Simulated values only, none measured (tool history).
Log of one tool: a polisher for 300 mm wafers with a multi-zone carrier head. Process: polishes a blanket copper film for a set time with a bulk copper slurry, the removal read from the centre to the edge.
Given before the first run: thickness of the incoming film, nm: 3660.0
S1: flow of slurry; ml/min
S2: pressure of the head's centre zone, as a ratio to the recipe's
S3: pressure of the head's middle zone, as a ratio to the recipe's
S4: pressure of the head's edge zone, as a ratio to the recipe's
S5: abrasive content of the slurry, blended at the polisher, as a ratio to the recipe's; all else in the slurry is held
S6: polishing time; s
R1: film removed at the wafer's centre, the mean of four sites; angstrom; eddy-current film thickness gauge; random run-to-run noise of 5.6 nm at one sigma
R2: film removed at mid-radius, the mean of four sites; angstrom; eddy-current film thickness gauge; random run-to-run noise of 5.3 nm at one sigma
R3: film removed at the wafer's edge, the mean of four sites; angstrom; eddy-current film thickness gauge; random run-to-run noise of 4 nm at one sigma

run  hour   S1    S2    S3    S4    S5  S6      R1      R2      R3
  1     0  270     1     1     1     1  78  7195.9  7157.3  7040.9
  2   9.1  265  0.97  1.01  0.99  0.95  78  6904.3  7117.1  6920.5
  3  18.1  260  0.95  1.02  0.98   0.9  78  6655.7  7024.3  6739.6
  4  26.3  260  0.95  1.02  0.98   0.9  90    7762  8182.2    7879
  5  32.3  260  0.95  1.02  0.98     1  90    7797  8340.5  8113.1
  6  37.4  250  0.93  1.03  0.98  0.95  88  7501.8    7973  7828.2
  7  39.8  270  0.91  1.04  0.99   0.9  85  6969.8  7759.4    7478
  8  48.7  275   0.9  1.05  0.99  0.85  83  6635.6  7621.9  7233.4
  9  57.6  280  0.89  1.05  0.98   0.8  82  6385.1  7308.4    7044
 10  58.6  280  0.88  1.06  0.97  0.75  81  6345.2  7245.1  6865.6

What does the tool deliver on the next run?
 11  59.7  280  0.87  1.07  0.97  0.7  80   ?   ?   ?

Run 11 produced R1 5870.9 angstrom, R2 7067.3 angstrom, R3 6541 angstrom.
